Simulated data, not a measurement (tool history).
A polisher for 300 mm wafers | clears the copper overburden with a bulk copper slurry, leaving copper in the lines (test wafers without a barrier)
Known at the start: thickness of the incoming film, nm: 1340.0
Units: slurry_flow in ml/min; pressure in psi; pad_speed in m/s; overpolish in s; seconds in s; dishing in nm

run  hour  slurry_flow  pressure  pad_speed  slurry_solids  overpolish  seconds  dishing
  1   0.0          280       3.4       0.96           1.00          20  116.000   76.324
  2   4.8          280       4.1       0.96           1.00          20   98.138   82.696
  3   7.3          280       4.1       0.96           0.85          20   98.329   82.506
  4  16.0          280       4.1       0.82           0.85          20  115.580   80.780
  5  21.5          280       4.1       0.82           0.70          20  120.390   79.632
  6  22.5          280       4.1       1.04           0.70          20   94.024   84.095
  7  26.3          280       3.8       1.04           0.70          21  103.200   83.258
  8  31.9          280       3.6       1.04           0.70          21  106.220   81.391
  9  40.0          280       3.4       1.04           0.70          22  110.200   82.259

The next listed run, before its measurement:
 10  48.3          280       3.2       1.04           0.70          22        ?        ?

seconds: 119.910 s
dishing: 78.393 nm
